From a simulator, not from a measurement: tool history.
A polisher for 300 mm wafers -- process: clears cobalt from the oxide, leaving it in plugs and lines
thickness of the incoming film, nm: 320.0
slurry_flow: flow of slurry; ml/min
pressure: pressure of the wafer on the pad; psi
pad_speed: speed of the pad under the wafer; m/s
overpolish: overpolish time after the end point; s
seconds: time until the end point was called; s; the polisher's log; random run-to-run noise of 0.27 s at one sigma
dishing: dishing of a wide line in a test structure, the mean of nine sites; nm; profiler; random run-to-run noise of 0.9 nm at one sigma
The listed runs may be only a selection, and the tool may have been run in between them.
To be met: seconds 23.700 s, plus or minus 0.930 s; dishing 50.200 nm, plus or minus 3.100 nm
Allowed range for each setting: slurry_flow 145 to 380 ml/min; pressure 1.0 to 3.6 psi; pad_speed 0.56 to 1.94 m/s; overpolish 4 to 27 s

run    day  slurry_flow  pressure  pad_speed  overpolish  seconds  dishing
  1  0.000          245       2.3       1.24          14   44.493   42.809
  2  0.142          245       2.3       1.24          19   45.125   45.968
  3  0.212          245       2.6       1.26          17   39.165   47.749
  4  0.267          245       2.6       1.26          12   39.077   42.729
  5  0.471          275       2.6       1.26          12   38.251   42.328
  6  0.646          235       2.6       1.26          12   39.376   43.157
  7  0.804          245       2.9       1.28          12   34.956   43.150
  8  1.171          250       3.1       1.32          13   31.492   47.308
  9  1.392          255       3.2       1.36          12   29.782   45.453
 10  1.700          255       3.2       1.36          12   29.927   46.175
 11  1.829          255       3.3       1.40          12   28.275   47.613
 12  2.138          255       3.4       1.44          12   27.178   48.029
 13  2.425          260       3.5       1.48          12   24.944   48.158

Of the 5 settings listed for the next run, only one would bring every result within its allowed miss of target. Which one?
  A  2.712          295       3.5       1.38           9        ?        ?
  B  2.712          290       3.5       1.56          18        ?        ?
  C  2.712          260       3.4       1.36          15        ?        ?
  D  2.712          260       2.9       1.64          12        ?        ?
  E  2.712          285       3.6       1.66          13        ?        ?

move  seconds  dishing
   A   26.595   44.125
   B   23.632   50.813
   C   28.045   49.123
   D   27.299   47.378
   E   21.665   49.802
A: moves away from the targets compared with the last run
B: all results land within tolerance of their targets
C: moves away from the targets compared with the last run
D: moves away from the targets compared with the last run
E: takes the biggest miss from the last run beyond its target
The right move is B.

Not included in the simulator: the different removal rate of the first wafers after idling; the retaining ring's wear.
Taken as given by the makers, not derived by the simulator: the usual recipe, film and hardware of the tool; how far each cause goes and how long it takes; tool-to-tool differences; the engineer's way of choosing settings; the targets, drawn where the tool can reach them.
